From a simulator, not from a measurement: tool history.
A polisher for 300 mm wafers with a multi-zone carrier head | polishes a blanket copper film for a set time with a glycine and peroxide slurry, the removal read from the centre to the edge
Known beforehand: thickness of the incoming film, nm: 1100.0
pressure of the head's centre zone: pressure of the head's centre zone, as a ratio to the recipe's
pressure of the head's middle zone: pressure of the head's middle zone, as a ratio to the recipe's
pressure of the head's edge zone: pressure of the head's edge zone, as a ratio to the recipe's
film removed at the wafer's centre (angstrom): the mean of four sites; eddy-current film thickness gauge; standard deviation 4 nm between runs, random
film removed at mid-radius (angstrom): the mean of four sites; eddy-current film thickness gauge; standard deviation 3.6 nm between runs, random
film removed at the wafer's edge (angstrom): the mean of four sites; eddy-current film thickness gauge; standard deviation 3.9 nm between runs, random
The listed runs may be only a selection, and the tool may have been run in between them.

run  hour  flow of slurry (ml/min)  pressure of the head's centre zone  pressure of the head's middle zone  pressure of the head's edge zone  polishing time (s)  film removed at the wafer's centre (angstrom)  film removed at mid-radius (angstrom)  film removed at the wafer's edge (angstrom)
  1     0                      135                                   1                                   1                                 1                  53                                         3962.7                                 3827.1                                         3885
  2   1.3                      130                                0.98                                   1                              0.98                  51                                         3587.6                                 3656.7                                       3669.9
  3   2.7                      130                                0.98                                   1                              0.98                  57                                         4261.8                                 4121.9                                       4179.5
  4    11                      130                                0.98                                   1                              0.96                  54                                         3837.1                                 3798.3                                       3828.4
  5  19.7                      130                                0.97                                   1                              0.93                  52                                         3741.8                                 3765.1                                       3562.9
  6  21.9                      130                                0.97                                   1                               0.9                  52                                           3684                                 3806.8                                       3535.2
  7  22.7                      125                                0.96                                0.98                              0.89                  51                                         3581.8                                 3527.4                                       3542.4
  8    25                      120                                0.95                                0.99                              0.88                  49                                         3328.2                                 3445.6                                       3354.8
  9    26                      120                                0.95                                0.99                              0.87                  48                                         3275.7                                   3442                                       3226.9

Expected results for the next run?
 10  28.7                      115                                0.94                                0.98                              0.86                  47                                              ?                                      ?                                            ?

{"run 10": {"film removed at the wafer's centre (angstrom)": 3226.7, "film removed at mid-radius (angstrom)": 3266.5, "film removed at the wafer's edge (angstrom)": 3139.1}}

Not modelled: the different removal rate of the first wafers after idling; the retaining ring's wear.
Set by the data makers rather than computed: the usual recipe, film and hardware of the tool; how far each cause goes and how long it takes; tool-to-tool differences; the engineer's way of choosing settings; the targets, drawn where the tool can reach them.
